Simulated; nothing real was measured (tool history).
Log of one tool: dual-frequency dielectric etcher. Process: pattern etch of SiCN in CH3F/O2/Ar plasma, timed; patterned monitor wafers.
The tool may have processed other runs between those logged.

| run | day | source power (W) | bias power (W) | etch time (s) | mean etch depth across the wafer (angstrom) |
|---|---|---|---|---|---|
| 1 | 0 | 390 | 99 | 29.5 | 130.55 |
| 2 | 0.258 | 420 | 102 | 29.5 | 135.39 |
| 3 | 0.412 | 420 | 102 | 27 | 124.23 |
| 4 | 0.738 | 420 | 113 | 27 | 129.87 |
| 5 | 0.846 | 440 | 118 | 27.5 | 138.18 |
| 6 | 0.942 | 440 | 118 | 27 | 136.17 |

The next listed run, before its measurement:
| 7 | 1.15 | 460 | 120 | 27 | ? |

mean etch depth across the wafer (angstrom): 140.07
